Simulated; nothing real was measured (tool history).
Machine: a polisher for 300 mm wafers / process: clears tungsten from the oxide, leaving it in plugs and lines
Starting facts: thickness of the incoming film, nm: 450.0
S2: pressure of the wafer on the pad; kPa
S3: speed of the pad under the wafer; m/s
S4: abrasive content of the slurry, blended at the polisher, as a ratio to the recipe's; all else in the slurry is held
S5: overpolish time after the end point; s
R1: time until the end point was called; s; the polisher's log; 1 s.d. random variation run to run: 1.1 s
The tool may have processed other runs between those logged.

Run 1, hour 0.0: flow of slurry (ml/min) 310, S2 18.6 kPa, S3 1.32 m/s, S4 1.00, S5 13 s. Result: R1 90.279 s.
Run 2, hour 6.7: flow of slurry (ml/min) 310, S2 17.9 kPa, S3 1.32 m/s, S4 1.00, S5 13 s. Result: R1 91.850 s.
Run 3, hour 9.3: flow of slurry (ml/min) 310, S2 17.2 kPa, S3 1.32 m/s, S4 1.00, S5 13 s. Result: R1 96.141 s.
Run 4, hour 15.2: flow of slurry (ml/min) 375, S2 17.2 kPa, S3 1.32 m/s, S4 1.00, S5 13 s. Result: R1 95.680 s.
Run 5, hour 23.7: flow of slurry (ml/min) 310, S2 17.2 kPa, S3 1.32 m/s, S4 1.00, S5 13 s. Result: R1 98.315 s.
Run 6, hour 32.0: flow of slurry (ml/min) 310, S2 17.2 kPa, S3 1.32 m/s, S4 1.15, S5 13 s. Result: R1 94.256 s.
Run 7, hour 40.0: flow of slurry (ml/min) 310, S2 16.5 kPa, S3 1.32 m/s, S4 1.15, S5 13 s. Result: R1 98.228 s.
Run 8, hour 47.6: flow of slurry (ml/min) 310, S2 15.9 kPa, S3 1.32 m/s, S4 1.15, S5 13 s. Result: R1 102.620 s.
Run 9, hour 48.7: flow of slurry (ml/min) 310, S2 15.2 kPa, S3 1.32 m/s, S4 1.15, S5 13 s. Result: R1 107.990 s.
Run 10, hour 49.3: flow of slurry (ml/min) 310, S2 15.2 kPa, S3 1.32 m/s, S4 1.15, S5 13 s. Result: R1 107.320 s.

What does the tool deliver on the next run?
Run 11, hour 52.2: flow of slurry (ml/min) 310, S2 14.5 kPa, S3 1.32 m/s, S4 1.15, S5 13 s. Result: R1 ?.

{"run 11": {"R1": 112.26}}
